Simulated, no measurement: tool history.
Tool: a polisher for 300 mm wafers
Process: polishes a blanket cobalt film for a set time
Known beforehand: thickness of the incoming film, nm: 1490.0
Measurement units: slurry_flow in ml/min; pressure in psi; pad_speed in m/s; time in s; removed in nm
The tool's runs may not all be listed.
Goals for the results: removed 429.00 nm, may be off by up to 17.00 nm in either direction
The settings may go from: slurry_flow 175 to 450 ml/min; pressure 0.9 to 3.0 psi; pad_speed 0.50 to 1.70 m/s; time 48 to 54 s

{"run": 1, "hour": 0.0, "slurry_flow": 290, "pressure": 1.9, "pad_speed": 1.1, "time": 54, "removed": 209.31}
{"run": 2, "hour": 3.9, "slurry_flow": 290, "pressure": 1.9, "pad_speed": 1.1, "time": 48, "removed": 181.12}
{"run": 3, "hour": 6.2, "slurry_flow": 290, "pressure": 1.5, "pad_speed": 1.1, "time": 48, "removed": 147.05}
{"run": 4, "hour": 13.6, "slurry_flow": 290, "pressure": 1.7, "pad_speed": 1.12, "time": 48, "removed": 166.89}
{"run": 5, "hour": 18.3, "slurry_flow": 345, "pressure": 1.7, "pad_speed": 1.12, "time": 48, "removed": 171.98}
{"run": 6, "hour": 21.5, "slurry_flow": 345, "pressure": 1.8, "pad_speed": 1.14, "time": 48, "removed": 180.98}
{"run": 7, "hour": 22.1, "slurry_flow": 345, "pressure": 1.9, "pad_speed": 1.16, "time": 48, "removed": 196.29}
{"run": 8, "hour": 25.7, "slurry_flow": 345, "pressure": 2.0, "pad_speed": 1.18, "time": 48, "removed": 207.22}
{"run": 9, "hour": 26.9, "slurry_flow": 345, "pressure": 2.1, "pad_speed": 1.22, "time": 48, "removed": 223.79}
{"run": 10, "hour": 29.0, "slurry_flow": 345, "pressure": 2.7, "pad_speed": 1.5, "time": 49, "removed": 349.8}
{"hour": 31.5, "done": "worn pad replaced by a new one"}
{"run": 11, "hour": 31.5, "slurry_flow": 345, "pressure": 2.7, "pad_speed": 1.52, "time": 49, "removed": 393.0}
{"run": 12, "hour": 37.6, "slurry_flow": 345, "pressure": 2.8, "pad_speed": 1.52, "time": 49, "removed": 414.65}

5 candidate next runs follow, results not yet known. Just one meets every target within its allowed miss. Identify it.
{"run": "A", "hour": 43.7, "slurry_flow": 350, "pressure": 2.5, "pad_speed": 1.54, "time": 49, "removed": "?"}
{"run": "B", "hour": 43.7, "slurry_flow": 325, "pressure": 2.6, "pad_speed": 1.52, "time": 50, "removed": "?"}
{"run": "C", "hour": 43.7, "slurry_flow": 325, "pressure": 2.6, "pad_speed": 1.54, "time": 52, "removed": "?"}
{"run": "D", "hour": 43.7, "slurry_flow": 300, "pressure": 2.5, "pad_speed": 1.56, "time": 52, "removed": "?"}
{"run": "E", "hour": 43.7, "slurry_flow": 355, "pressure": 2.9, "pad_speed": 1.54, "time": 50, "removed": "?"}

move=A removed=364.67
move=B removed=378.90
move=C removed=399.05
move=D removed=387.04
move=E removed=427.71
A: misses by more than the last run did
B: misses by more than the last run did
C: misses by more than the last run did
D: misses by more than the last run did
E: meets every target
Move E is the one to make.
